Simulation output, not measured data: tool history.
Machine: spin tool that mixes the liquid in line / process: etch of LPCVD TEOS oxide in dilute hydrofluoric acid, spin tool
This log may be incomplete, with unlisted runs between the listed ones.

run,hour,temperature setpoint of the liquid (°C),parts of water to one part of 49 % hydrofluoric acid (parts by volume),time under the liquid (s),thickness taken off the LPCVD TEOS oxide on a monitor wafer (angstrom)
1,0.0,21.0,155,15,47.508
2,7.8,24.0,155,15,53.251
3,10.0,24.0,190,15,41.751
4,14.7,24.5,180,15,45.525
5,15.6,25.0,170,15,50.012
6,24.6,26.5,170,15,52.653
7,28.3,27.0,165,15,55.559
8,29.0,27.0,160,15,56.589
9,37.4,27.0,155,15,58.959
10,43.1,27.0,150,15,61.465
11,46.1,27.0,145,15,64.370
12,53.6,27.0,140,15,66.752
13,54.3,27.0,135,15,70.152

Run 14 has not been measured yet. What should we expect?
# hour 55.0: thermometer replaced
14,55.0,28.0,125,15,?

{"run 14": {"thickness taken off the LPCVD TEOS oxide on a monitor wafer (angstrom)": 71.776}}
